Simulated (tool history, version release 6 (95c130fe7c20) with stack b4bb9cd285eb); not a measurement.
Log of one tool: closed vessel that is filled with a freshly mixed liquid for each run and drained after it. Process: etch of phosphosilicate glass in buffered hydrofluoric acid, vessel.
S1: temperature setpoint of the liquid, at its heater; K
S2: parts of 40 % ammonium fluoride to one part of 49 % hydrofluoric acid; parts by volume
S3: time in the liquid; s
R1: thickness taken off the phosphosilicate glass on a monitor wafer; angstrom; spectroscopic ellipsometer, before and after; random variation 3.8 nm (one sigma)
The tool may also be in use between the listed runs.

Run 1, hour 0: S1 293.15 K, S2 7.5 parts by volume, S3 105 s. Result: R1 5742.8 angstrom.
Run 2, hour 5.1: S1 293.15 K, S2 6.5 parts by volume, S3 105 s. Result: R1 6763.4 angstrom.
Run 3, hour 10.9: S1 292.65 K, S2 6.5 parts by volume, S3 105 s. Result: R1 6484.4 angstrom.
Run 4, hour 18.1: S1 292.65 K, S2 6.5 parts by volume, S3 115 s. Result: R1 7112 angstrom.
Run 5, hour 21.9: S1 292.15 K, S2 6.5 parts by volume, S3 115 s. Result: R1 6885.4 angstrom.
Run 6, hour 25.3: S1 291.65 K, S2 6.5 parts by volume, S3 115 s. Result: R1 6709.8 angstrom.
Run 7, hour 32.1: S1 291.15 K, S2 6.5 parts by volume, S3 115 s. Result: R1 6547.3 angstrom.
At hour 33.8: thermometer replaced.
Run 8, hour 33.8: S1 290.65 K, S2 6.5 parts by volume, S3 115 s. Result: R1 5729.3 angstrom.
Run 9, hour 34.9: S1 291.15 K, S2 6.5 parts by volume, S3 115 s. Result: R1 5910.9 angstrom.

The next listed run, before its measurement:
Run 10, hour 42.9: S1 292.15 K, S2 6.5 parts by volume, S3 115 s. Result: R1 ?.

{"run 10": {"R1": 6322.4}}
